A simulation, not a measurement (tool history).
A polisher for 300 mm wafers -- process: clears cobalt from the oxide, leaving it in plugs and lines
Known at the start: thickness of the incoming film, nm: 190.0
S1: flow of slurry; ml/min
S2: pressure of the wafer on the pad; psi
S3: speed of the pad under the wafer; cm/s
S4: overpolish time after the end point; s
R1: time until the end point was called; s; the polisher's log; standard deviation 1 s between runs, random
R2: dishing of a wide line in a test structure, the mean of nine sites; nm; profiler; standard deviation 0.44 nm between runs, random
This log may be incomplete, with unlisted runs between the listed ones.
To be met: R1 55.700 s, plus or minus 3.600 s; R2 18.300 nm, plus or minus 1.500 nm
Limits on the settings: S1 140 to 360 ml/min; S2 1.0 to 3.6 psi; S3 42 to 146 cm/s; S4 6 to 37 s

Run 1, hour 0.0: S1 230 ml/min, S2 2.3 psi, S3 94 cm/s, S4 19 s. Result: R1 36.586 s, R2 40.748 nm.
Run 2, hour 6.9: S1 230 ml/min, S2 2.2 psi, S3 94 cm/s, S4 18 s. Result: R1 36.519 s, R2 39.766 nm.
Run 3, hour 9.5: S1 230 ml/min, S2 2.1 psi, S3 92 cm/s, S4 17 s. Result: R1 40.700 s, R2 37.869 nm.
Run 4, hour 17.2: S1 230 ml/min, S2 2.1 psi, S3 92 cm/s, S4 24 s. Result: R1 39.181 s, R2 42.896 nm.
Run 5, hour 19.7: S1 230 ml/min, S2 2.0 psi, S3 92 cm/s, S4 22 s. Result: R1 41.542 s, R2 42.284 nm.
Run 6, hour 22.4: S1 230 ml/min, S2 1.7 psi, S3 92 cm/s, S4 22 s. Result: R1 49.310 s, R2 39.231 nm.
Run 7, hour 31.3: S1 230 ml/min, S2 1.7 psi, S3 92 cm/s, S4 20 s. Result: R1 50.959 s, R2 37.332 nm.
Run 8, hour 39.4: S1 230 ml/min, S2 1.7 psi, S3 94 cm/s, S4 19 s. Result: R1 47.596 s, R2 35.799 nm.
Run 9, hour 46.6: S1 220 ml/min, S2 1.6 psi, S3 96 cm/s, S4 18 s. Result: R1 49.801 s, R2 35.178 nm.
Run 10, hour 52.1: S1 210 ml/min, S2 1.5 psi, S3 98 cm/s, S4 17 s. Result: R1 50.696 s, R2 34.439 nm.
Run 11, hour 53.4: S1 225 ml/min, S2 1.4 psi, S3 100 cm/s, S4 16 s. Result: R1 53.682 s, R2 32.321 nm.

Exactly one of the 5 candidate moves below puts every result within its allowed miss. Which one?
Run A, hour 54.7: S1 200 ml/min, S2 1.4 psi, S3 96 cm/s, S4 31 s. Result: R1 ?, R2 ?.
Run B, hour 54.7: S1 185 ml/min, S2 1.7 psi, S3 86 cm/s, S4 33 s. Result: R1 ?, R2 ?.
Run C, hour 54.7: S1 205 ml/min, S2 1.7 psi, S3 78 cm/s, S4 33 s. Result: R1 ?, R2 ?.
Run D, hour 54.7: S1 195 ml/min, S2 1.5 psi, S3 96 cm/s, S4 7 s. Result: R1 ?, R2 ?.
Run E, hour 54.7: S1 175 ml/min, S2 1.7 psi, S3 86 cm/s, S4 34 s. Result: R1 ?, R2 ?.

move      R1      R2
   A  57.278  41.718
   B  53.574  43.148
   C  57.950  42.341
   D  53.838  18.746
   E  54.079  43.360
A: its largest miss is bigger than the last run's
B: its largest miss is bigger than the last run's
C: its largest miss is bigger than the last run's
D: all results in spec
E: its largest miss is bigger than the last run's
Answer: D
